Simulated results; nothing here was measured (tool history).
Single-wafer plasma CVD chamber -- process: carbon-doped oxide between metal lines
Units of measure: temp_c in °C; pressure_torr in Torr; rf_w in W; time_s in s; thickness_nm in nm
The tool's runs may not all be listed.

run 1 day=0.000 | temp_c=340 pressure_torr=5.42 rf_w=465 time_s=24.3 | thickness_nm=127.38
run 2 day=0.075 | temp_c=343 pressure_torr=5.22 rf_w=460 time_s=24.3 | thickness_nm=126.42
run 3 day=0.383 | temp_c=344 pressure_torr=5.16 rf_w=450 time_s=24.3 | thickness_nm=123.86
run 4 day=0.754 | temp_c=344 pressure_torr=5.16 rf_w=490 time_s=24.3 | thickness_nm=129.13
run 5 day=0.829 | temp_c=347 pressure_torr=4.92 rf_w=480 time_s=24.3 | thickness_nm=126.36
run 6 day=0.929 | temp_c=349 pressure_torr=4.72 rf_w=475 time_s=24.3 | thickness_nm=124.14
run 7 day=1.046 | temp_c=351 pressure_torr=4.57 rf_w=470 time_s=24.3 | thickness_nm=122.12

Run 8 is up next; what results do you expect?
-- day=1.383 thermocouple changed; heater temperature recalibrated
run 8 day=1.383 | temp_c=353 pressure_torr=4.47 rf_w=470 time_s=24.3 | thickness_nm=?

For run 8 the tool returned thickness_nm 123.37 nm.
